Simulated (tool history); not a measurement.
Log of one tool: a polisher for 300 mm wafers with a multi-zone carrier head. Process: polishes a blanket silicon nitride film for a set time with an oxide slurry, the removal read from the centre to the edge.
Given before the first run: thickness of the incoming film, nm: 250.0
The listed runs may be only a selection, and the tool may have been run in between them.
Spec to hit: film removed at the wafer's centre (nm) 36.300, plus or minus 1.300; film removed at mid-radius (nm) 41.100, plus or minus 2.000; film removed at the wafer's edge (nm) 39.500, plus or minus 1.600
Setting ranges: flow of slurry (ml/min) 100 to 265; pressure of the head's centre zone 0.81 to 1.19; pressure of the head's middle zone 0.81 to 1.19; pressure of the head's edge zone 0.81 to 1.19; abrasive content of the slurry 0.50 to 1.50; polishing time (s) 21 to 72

run  hour  flow of slurry (ml/min)  pressure of the head's centre zone  pressure of the head's middle zone  pressure of the head's edge zone  abrasive content of the slurry  polishing time (s)  film removed at the wafer's centre (nm)  film removed at mid-radius (nm)  film removed at the wafer's edge (nm)
  1   0.0                      170                                1.00                                1.00                              1.00                            1.00                  46                                   26.869                           27.979                                 27.299
  2   9.0                      170                                1.00                                1.07                              1.00                            1.00                  46                                   27.410                           28.879                                 27.391
  3  17.1                      170                                1.00                                1.07                              1.00                            1.00                  52                                   31.009                           32.528                                 30.723
  4  26.0                      180                                0.98                                1.09                              1.04                            1.10                  52                                   31.914                           35.730                                 32.679
  5  33.1                      180                                0.91                                1.09                              1.04                            1.10                  52                                   30.546                           34.801                                 33.054
  6  42.0                      185                                0.92                                1.07                              1.07                            1.20                  52                                   32.218                           37.112                                 34.195
  7  50.2                      180                                0.91                                1.03                              1.09                            1.25                  53                                   33.011                           37.925                                 36.691
  8  55.3                      190                                0.92                                1.02                              1.11                            1.25                  53                                   33.540                           36.420                                 36.939
  9  62.0                      190                                0.92                                1.03                              1.12                            1.30                  53                                   34.836                           37.599                                 37.758
 10  68.1                      190                                0.92                                1.03                              1.12                            1.30                  53                                   33.927                           37.750                                 37.670
 11  70.9                      195                                0.92                                1.04                              1.12                            1.35                  53                                   34.786                           38.506                                 37.844

4 candidate next runs follow, results not yet known. Just one meets every target within its allowed miss. Identify it.
  A  73.7                      170                                0.92                                1.12                              1.04                            1.25                  65                                        ?                                ?                                      ?
  B  73.7                      205                                0.94                                1.08                              1.12                            1.50                  52                                        ?                                ?                                      ?
  C  73.7                      195                                0.99                                1.05                              1.05                            1.30                  57                                        ?                                ?                                      ?
  D  73.7                      195                                0.99                                1.02                              1.12                            1.45                  56                                        ?                                ?                                      ?

move  film removed at the wafer's centre (nm)  film removed at mid-radius (nm)  film removed at the wafer's edge (nm)
   A                                   40.517                           48.041                                 43.254
   B                                   36.502                           41.127                                 39.023
   C                                   39.063                           41.233                                 39.237
   D                                   40.176                           41.383                                 41.326
A: takes the result that was furthest off past its target
B: meets every target
C: gets the furthest-off result to its target, but another result is out of tolerance
D: gets the furthest-off result to its target, but another result is out of tolerance
B is the move that brings every result within its allowed miss.

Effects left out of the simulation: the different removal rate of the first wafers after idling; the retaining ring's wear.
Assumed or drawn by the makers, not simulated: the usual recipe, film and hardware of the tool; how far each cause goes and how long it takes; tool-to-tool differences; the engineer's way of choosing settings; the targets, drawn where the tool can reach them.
